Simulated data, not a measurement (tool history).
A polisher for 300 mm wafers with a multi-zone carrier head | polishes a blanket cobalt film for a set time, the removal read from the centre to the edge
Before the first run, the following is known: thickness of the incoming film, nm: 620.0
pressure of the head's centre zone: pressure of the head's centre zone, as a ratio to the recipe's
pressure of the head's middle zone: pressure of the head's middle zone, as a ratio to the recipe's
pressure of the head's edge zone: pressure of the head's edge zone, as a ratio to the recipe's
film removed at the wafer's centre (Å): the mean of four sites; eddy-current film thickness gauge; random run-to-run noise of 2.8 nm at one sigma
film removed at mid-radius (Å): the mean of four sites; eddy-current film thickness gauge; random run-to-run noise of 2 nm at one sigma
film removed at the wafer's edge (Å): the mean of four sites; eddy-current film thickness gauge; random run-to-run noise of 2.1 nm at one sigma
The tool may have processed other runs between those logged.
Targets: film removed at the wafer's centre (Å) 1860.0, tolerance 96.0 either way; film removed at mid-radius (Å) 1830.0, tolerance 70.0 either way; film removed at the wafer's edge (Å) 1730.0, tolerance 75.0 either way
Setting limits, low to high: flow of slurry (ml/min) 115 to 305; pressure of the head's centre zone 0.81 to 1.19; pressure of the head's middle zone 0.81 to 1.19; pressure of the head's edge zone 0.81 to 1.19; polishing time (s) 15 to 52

run	hour	flow of slurry (ml/min)	pressure of the head's centre zone	pressure of the head's middle zone	pressure of the head's edge zone	polishing time (s)	film removed at the wafer's centre (Å)	film removed at mid-radius (Å)	film removed at the wafer's edge (Å)
1	0.0	195	1.00	1.00	1.00	33	2297.7	2286.2	2326.5
2	3.1	195	1.00	1.03	1.00	33	2253.2	2314.0	2303.6
3	10.9	195	1.00	1.03	1.00	26	1804.2	1839.4	1845.0
4	13.8	195	1.00	1.03	1.00	32	2211.8	2279.2	2279.3
5	15.3	195	1.00	1.06	1.00	32	2229.1	2293.8	2242.3
6	18.3	195	1.00	1.06	0.93	32	2188.7	2338.7	2130.5
7	24.7	190	1.01	1.02	0.91	30	2068.8	2155.0	1973.0
8	29.7	190	1.01	1.02	0.91	30	2075.2	2120.7	2023.0
9	32.4	190	1.02	1.01	0.89	29	2060.0	1993.7	1963.2
10	40.6	185	1.02	1.01	0.87	28	1949.0	1912.6	1853.9
11	45.6	180	1.02	1.01	0.85	28	1977.8	1927.3	1801.9
12	48.2	170	1.01	1.00	0.85	28	1939.5	1880.9	1773.9

Exercise: of the 4 proposed moves below, exactly one satisfies all targets within the stated allowed misses. Which move is it?
A	50.8	140	1.11	1.00	1.01	28	?	?	?
B	50.8	170	0.85	1.07	0.81	28	?	?	?
C	50.8	145	1.02	1.01	0.83	28	?	?	?
D	50.8	175	1.11	0.94	0.84	28	?	?	?

move	film removed at the wafer's centre (Å)	film removed at mid-radius (Å)	film removed at the wafer's edge (Å)
A	1981.3	1812.2	1893.1
B	1587.7	1980.9	1761.2
C	1836.8	1840.8	1738.7
D	2089.0	1824.7	1799.1
A: lands further from the targets than the last run did
B: takes the biggest miss from the last run beyond its target
C: in spec on every target
D: lands further from the targets than the last run did
C meets every target.
